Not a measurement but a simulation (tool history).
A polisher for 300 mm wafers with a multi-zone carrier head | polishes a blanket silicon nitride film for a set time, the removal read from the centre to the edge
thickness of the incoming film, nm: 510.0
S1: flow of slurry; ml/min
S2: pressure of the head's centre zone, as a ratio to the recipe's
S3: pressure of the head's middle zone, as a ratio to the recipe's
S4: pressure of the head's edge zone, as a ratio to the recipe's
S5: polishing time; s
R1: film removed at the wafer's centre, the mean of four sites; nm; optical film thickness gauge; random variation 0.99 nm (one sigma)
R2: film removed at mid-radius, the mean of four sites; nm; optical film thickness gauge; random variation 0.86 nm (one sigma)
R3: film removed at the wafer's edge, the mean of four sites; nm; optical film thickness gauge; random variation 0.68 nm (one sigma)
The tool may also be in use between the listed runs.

run	day	S1	S2	S3	S4	S5	R1	R2	R3
1	0	130	1	1	1	41	51.873	50.001	49.724
2	0.175	130	1	0.93	1	41	51.246	46.51	49.437
3	0.288	115	1	0.93	1	41	50.666	46.741	48.861
4	0.542	115	1.01	0.96	1.01	42	53.495	46.535	50.198
5	0.596	115	1.01	0.99	1.01	42	51.878	50.04	49.865
6	0.946	120	1.02	1.01	1.02	43	54.554	52.735	51.281
7	1.05	125	1.02	1.01	1.03	44	55.585	52.863	53.253

The next listed run, before its measurement:
8	1.338	125	1.02	1.01	1.03	44	?	?	?

Run 8 gave R1 55.724 nm, R2 53.327 nm, R3 52.461 nm.
